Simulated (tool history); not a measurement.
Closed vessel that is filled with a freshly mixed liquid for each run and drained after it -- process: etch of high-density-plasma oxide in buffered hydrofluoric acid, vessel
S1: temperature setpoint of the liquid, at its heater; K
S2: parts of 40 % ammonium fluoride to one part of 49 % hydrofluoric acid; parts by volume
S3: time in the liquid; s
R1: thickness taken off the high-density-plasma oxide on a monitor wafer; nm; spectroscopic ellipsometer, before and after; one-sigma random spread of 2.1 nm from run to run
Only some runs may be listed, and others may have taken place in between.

run	hour	S1	S2	S3	R1
1	0	296.15	15	100	148.05
2	3.6	296.15	15	100	147.45
3	9.3	297.65	14.5	100	164.15
4	10.4	298.65	14	100	177.11
5	11.8	300.65	14	100	201.41
6	16.6	301.15	13.5	100	215.11
7	19.1	301.65	13.5	100	218.77

The next listed run, before its measurement:
8	26.6	302.15	13.5	100	?

{"run 8": {"R1": 226.34}}

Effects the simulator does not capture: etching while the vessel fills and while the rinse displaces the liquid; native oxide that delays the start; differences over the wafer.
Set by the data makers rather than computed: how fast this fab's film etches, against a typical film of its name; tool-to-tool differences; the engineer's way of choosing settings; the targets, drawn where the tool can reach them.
